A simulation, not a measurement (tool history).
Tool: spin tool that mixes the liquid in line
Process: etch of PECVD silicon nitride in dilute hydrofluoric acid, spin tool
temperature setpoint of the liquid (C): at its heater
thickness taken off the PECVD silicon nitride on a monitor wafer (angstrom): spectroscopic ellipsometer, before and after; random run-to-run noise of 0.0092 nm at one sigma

run	hour	temperature setpoint of the liquid (C)	parts of water to one part of 49 % hydrofluoric acid (parts by volume)	time under the liquid (s)	thickness taken off the PECVD silicon nitride on a monitor wafer (angstrom)
1	0.0	24.0	225	95	10.1320
2	4.3	26.5	225	95	11.8050
3	13.0	30.0	225	95	14.0340
4	14.1	27.5	225	95	12.3040
5	20.6	27.5	300	95	9.3711
6	23.8	25.5	305	95	8.3645

Predict the results of run 7:
7	30.4	24.0	310	95	?

Run 7 produced thickness taken off the PECVD silicon nitride on a monitor wafer (angstrom) 6.9795.
